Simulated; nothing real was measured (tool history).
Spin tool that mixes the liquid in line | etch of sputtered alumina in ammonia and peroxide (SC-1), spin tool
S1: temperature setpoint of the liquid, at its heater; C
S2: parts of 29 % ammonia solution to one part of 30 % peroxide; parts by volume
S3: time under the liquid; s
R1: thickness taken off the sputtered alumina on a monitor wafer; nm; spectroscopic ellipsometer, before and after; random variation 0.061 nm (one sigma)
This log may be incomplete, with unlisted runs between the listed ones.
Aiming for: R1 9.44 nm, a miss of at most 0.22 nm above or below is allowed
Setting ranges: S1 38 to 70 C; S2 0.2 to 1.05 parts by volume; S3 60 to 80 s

run 1 hour=0 | S1=54 S2=0.55 S3=80 | R1=7.0492
run 2 hour=5.4 | S1=55 S2=0.55 S3=80 | R1=7.3503
run 3 hour=14.1 | S1=48 S2=0.55 S3=80 | R1=5.0092
run 4 hour=22.9 | S1=50 S2=0.55 S3=80 | R1=5.6883
run 5 hour=24.1 | S1=50 S2=0.7 S3=80 | R1=5.7887
run 6 hour=28.2 | S1=51.5 S2=0.7 S3=80 | R1=6.2305
run 7 hour=33.5 | S1=53 S2=0.7 S3=80 | R1=6.7047
-- hour=37.9 new drum of ammonia solution connected
run 8 hour=37.9 | S1=54 S2=0.7 S3=80 | R1=7.1921

Which of these 5 next moves meets every target?
run A hour=42.3 | S1=59 S2=0.7 S3=80 | R1=?
run B hour=42.3 | S1=60 S2=0.8 S3=80 | R1=?
run C hour=42.3 | S1=60.5 S2=0.8 S3=80 | R1=?
run D hour=42.3 | S1=62 S2=0.75 S3=80 | R1=?
run E hour=42.3 | S1=60.5 S2=0.65 S3=80 | R1=?

move=A R1=9.347
move=B R1=9.9663
move=C R1=10.225
move=D R1=10.969
move=E R1=10.026
A: in spec on every target
B: takes the result that was furthest off past its target
C: takes the result that was furthest off past its target
D: takes the result that was furthest off past its target
E: takes the result that was furthest off past its target
A meets every target.

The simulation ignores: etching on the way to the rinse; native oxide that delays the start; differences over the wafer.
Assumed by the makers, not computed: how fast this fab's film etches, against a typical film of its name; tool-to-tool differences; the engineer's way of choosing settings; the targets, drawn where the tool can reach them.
